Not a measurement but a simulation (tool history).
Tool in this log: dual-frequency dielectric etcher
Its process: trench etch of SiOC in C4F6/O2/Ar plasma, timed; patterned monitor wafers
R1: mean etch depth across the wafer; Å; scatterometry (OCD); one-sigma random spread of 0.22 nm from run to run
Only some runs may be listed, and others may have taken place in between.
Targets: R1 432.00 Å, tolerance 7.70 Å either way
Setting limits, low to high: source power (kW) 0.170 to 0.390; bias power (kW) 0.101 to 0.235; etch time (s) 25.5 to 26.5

Run 1, day 0.000: source power (kW) 0.280, bias power (kW) 0.168, etch time (s) 25.5. Result: R1 477.62 Å.
Run 2, day 0.171: source power (kW) 0.270, bias power (kW) 0.167, etch time (s) 25.5. Result: R1 471.70 Å.
Run 3, day 0.242: source power (kW) 0.310, bias power (kW) 0.167, etch time (s) 25.5. Result: R1 504.46 Å.
Run 4, day 0.325: source power (kW) 0.260, bias power (kW) 0.167, etch time (s) 25.5. Result: R1 462.91 Å.
Run 5, day 0.546: source power (kW) 0.260, bias power (kW) 0.197, etch time (s) 25.5. Result: R1 486.40 Å.
Run 6, day 0.888: source power (kW) 0.260, bias power (kW) 0.209, etch time (s) 25.5. Result: R1 498.57 Å.
Run 7, day 1.000: source power (kW) 0.240, bias power (kW) 0.207, etch time (s) 25.5. Result: R1 476.92 Å.
Run 8, day 1.212: source power (kW) 0.230, bias power (kW) 0.206, etch time (s) 25.5. Result: R1 466.62 Å.
Run 9, day 1.300: source power (kW) 0.220, bias power (kW) 0.205, etch time (s) 25.5. Result: R1 455.80 Å.
Run 10, day 1.371: source power (kW) 0.210, bias power (kW) 0.205, etch time (s) 25.5. Result: R1 445.58 Å.
Run 11, day 1.646: source power (kW) 0.190, bias power (kW) 0.203, etch time (s) 25.5. Result: R1 423.78 Å.

Which single option among these 5 for the next run brings every result within its allowed miss of target? Just one does.
Run A, day 1.921: source power (kW) 0.180, bias power (kW) 0.204, etch time (s) 25.5. Result: R1 ?.
Run B, day 1.921: source power (kW) 0.190, bias power (kW) 0.176, etch time (s) 26.5. Result: R1 ?.
Run C, day 1.921: source power (kW) 0.180, bias power (kW) 0.208, etch time (s) 26.5. Result: R1 ?.
Run D, day 1.921: source power (kW) 0.180, bias power (kW) 0.196, etch time (s) 26.0. Result: R1 ?.
Run E, day 1.921: source power (kW) 0.200, bias power (kW) 0.174, etch time (s) 25.5. Result: R1 ?.

move      R1
   A  412.81
   B  421.21
   C  431.68
   D  415.59
   E  414.60
A: misses by more than the last run did
B: misses by more than the last run did
C: in spec on every target
D: misses by more than the last run did
E: misses by more than the last run did
Answer: C
